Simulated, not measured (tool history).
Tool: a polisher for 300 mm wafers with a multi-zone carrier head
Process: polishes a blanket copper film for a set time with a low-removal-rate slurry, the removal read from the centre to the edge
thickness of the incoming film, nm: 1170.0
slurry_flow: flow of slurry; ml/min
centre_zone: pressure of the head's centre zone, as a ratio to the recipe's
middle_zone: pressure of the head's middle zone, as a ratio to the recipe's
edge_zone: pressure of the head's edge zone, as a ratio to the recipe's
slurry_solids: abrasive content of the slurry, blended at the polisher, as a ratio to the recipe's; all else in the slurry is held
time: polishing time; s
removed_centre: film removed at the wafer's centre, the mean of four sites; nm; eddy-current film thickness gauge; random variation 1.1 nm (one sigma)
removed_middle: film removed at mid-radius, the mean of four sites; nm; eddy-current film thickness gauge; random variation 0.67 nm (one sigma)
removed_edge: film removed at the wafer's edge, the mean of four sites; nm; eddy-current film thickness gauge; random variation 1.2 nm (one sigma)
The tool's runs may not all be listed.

run 1 hour=0 | slurry_flow=310 centre_zone=1 middle_zone=1 edge_zone=1 slurry_solids=1 time=57 | removed_centre=131.67 removed_middle=122.53 removed_edge=121.91
run 2 hour=1.6 | slurry_flow=310 centre_zone=1 middle_zone=1.09 edge_zone=1 slurry_solids=1 time=57 | removed_centre=127.82 removed_middle=129.55 removed_edge=119.01
run 3 hour=8.1 | slurry_flow=310 centre_zone=1 middle_zone=1.09 edge_zone=1 slurry_solids=1 time=71 | removed_centre=155.35 removed_middle=163.7 removed_edge=150.08
run 4 hour=9.1 | slurry_flow=310 centre_zone=1 middle_zone=1.09 edge_zone=1 slurry_solids=0.9 time=71 | removed_centre=153.97 removed_middle=157.15 removed_edge=142.55
-- hour=16.9 centre zone pressure recalibrated
run 5 hour=16.9 | slurry_flow=305 centre_zone=0.98 middle_zone=1.07 edge_zone=1.01 slurry_solids=0.85 time=68 | removed_centre=131.26 removed_middle=148.08 removed_edge=137.95
run 6 hour=25.7 | slurry_flow=305 centre_zone=0.98 middle_zone=1.07 edge_zone=0.93 slurry_solids=0.85 time=68 | removed_centre=135.44 removed_middle=147.41 removed_edge=132

Run 7 comes next. What will it give?
run 7 hour=34.2 | slurry_flow=305 centre_zone=0.98 middle_zone=1.04 edge_zone=0.94 slurry_solids=0.8 time=65 | removed_centre=? removed_middle=? removed_edge=?

removed_centre: 126.16 nm
removed_middle: 133.85 nm
removed_edge: 126.75 nm
